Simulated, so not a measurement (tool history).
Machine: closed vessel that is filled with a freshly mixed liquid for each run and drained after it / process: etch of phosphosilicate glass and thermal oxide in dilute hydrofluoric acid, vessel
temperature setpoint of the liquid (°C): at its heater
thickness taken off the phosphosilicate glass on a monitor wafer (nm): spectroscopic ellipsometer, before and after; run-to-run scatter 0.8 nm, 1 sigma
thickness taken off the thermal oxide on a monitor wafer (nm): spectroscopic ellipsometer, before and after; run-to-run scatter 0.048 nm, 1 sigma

run,hour,temperature setpoint of the liquid (°C),parts of water to one part of 49 % hydrofluoric acid (parts by volume),time in the liquid (s),thickness taken off the phosphosilicate glass on a monitor wafer (nm),thickness taken off the thermal oxide on a monitor wafer (nm)
1,0.0,21.0,60,60,59.367,4.5306
2,5.0,22.0,60,60,61.676,4.7622
3,10.0,23.0,60,60,65.470,4.9543
4,17.1,23.5,60,60,66.232,5.1134
5,26.0,20.0,60,60,57.390,4.3988
6,30.2,21.0,60,60,59.820,4.5397
7,37.1,21.0,60,60,60.424,4.5863

Run 8 has not been measured yet. What should we expect?
8,46.1,22.0,60,60,?,?

{"run 8": {"thickness taken off the phosphosilicate glass on a monitor wafer (nm)": 62.948, "thickness taken off the thermal oxide on a monitor wafer (nm)": 4.8307}}
